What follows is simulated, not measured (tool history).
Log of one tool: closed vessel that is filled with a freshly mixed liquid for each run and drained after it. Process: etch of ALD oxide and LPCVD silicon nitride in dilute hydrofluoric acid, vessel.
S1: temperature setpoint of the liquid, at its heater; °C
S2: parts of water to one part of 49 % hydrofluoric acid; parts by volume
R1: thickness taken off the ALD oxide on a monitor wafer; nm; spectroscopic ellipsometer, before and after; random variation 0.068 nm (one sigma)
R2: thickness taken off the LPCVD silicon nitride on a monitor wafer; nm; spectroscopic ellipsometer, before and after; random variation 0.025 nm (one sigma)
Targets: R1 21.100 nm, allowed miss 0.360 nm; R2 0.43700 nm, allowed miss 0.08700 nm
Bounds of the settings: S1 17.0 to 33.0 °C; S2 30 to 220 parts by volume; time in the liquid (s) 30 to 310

Run 1, hour 0.0: S1 25.0 °C, S2 125 parts by volume, time in the liquid (s) 160. Result: R1 39.158 nm, R2 0.62638 nm.
Run 2, hour 5.7: S1 24.0 °C, S2 125 parts by volume, time in the liquid (s) 160. Result: R1 37.793 nm, R2 0.62484 nm.
Run 3, hour 10.4: S1 25.5 °C, S2 125 parts by volume, time in the liquid (s) 160. Result: R1 40.146 nm, R2 0.66216 nm.
Run 4, hour 17.8: S1 23.5 °C, S2 135 parts by volume, time in the liquid (s) 160. Result: R1 33.958 nm, R2 0.53749 nm.
Run 5, hour 18.7: S1 23.5 °C, S2 135 parts by volume, time in the liquid (s) 205. Result: R1 43.375 nm, R2 0.67059 nm.
Run 6, hour 20.5: S1 23.5 °C, S2 165 parts by volume, time in the liquid (s) 205. Result: R1 34.321 nm, R2 0.57261 nm.
Run 7, hour 28.6: S1 22.0 °C, S2 175 parts by volume, time in the liquid (s) 205. Result: R1 30.212 nm, R2 0.49548 nm.
Run 8, hour 35.9: S1 18.5 °C, S2 215 parts by volume, time in the liquid (s) 205. Result: R1 20.796 nm, R2 0.36831 nm.
Run 9, hour 41.0: S1 19.0 °C, S2 215 parts by volume, time in the liquid (s) 205. Result: R1 21.127 nm, R2 0.34907 nm.
Run 10, hour 49.8: S1 19.5 °C, S2 215 parts by volume, time in the liquid (s) 205. Result: R1 21.686 nm, R2 0.36546 nm.
Run 11, hour 53.4: S1 19.0 °C, S2 215 parts by volume, time in the liquid (s) 205. Result: R1 21.213 nm, R2 0.29948 nm.
Run 12, hour 62.4: S1 23.0 °C, S2 220 parts by volume, time in the liquid (s) 190. Result: R1 22.319 nm, R2 0.37273 nm.
Run 13, hour 70.5: S1 22.5 °C, S2 220 parts by volume, time in the liquid (s) 190. Result: R1 21.859 nm, R2 0.40016 nm.

Which of these 4 next moves meets every target?
Run A, hour 78.6: S1 33.0 °C, S2 220 parts by volume, time in the liquid (s) 135. Result: R1 ?, R2 ?.
Run B, hour 78.6: S1 29.0 °C, S2 220 parts by volume, time in the liquid (s) 145. Result: R1 ?, R2 ?.
Run C, hour 78.6: S1 22.0 °C, S2 220 parts by volume, time in the liquid (s) 200. Result: R1 ?, R2 ?.
Run D, hour 78.6: S1 23.0 °C, S2 215 parts by volume, time in the liquid (s) 170. Result: R1 ?, R2 ?.

move      R1       R2
   A  22.455  0.51569
   B  21.046  0.43718
   C  22.522  0.38992
   D  20.436  0.36145
A: further off than the last run
B: meets every target
C: further off than the last run
D: takes the result that was furthest off past its target
Answer: B
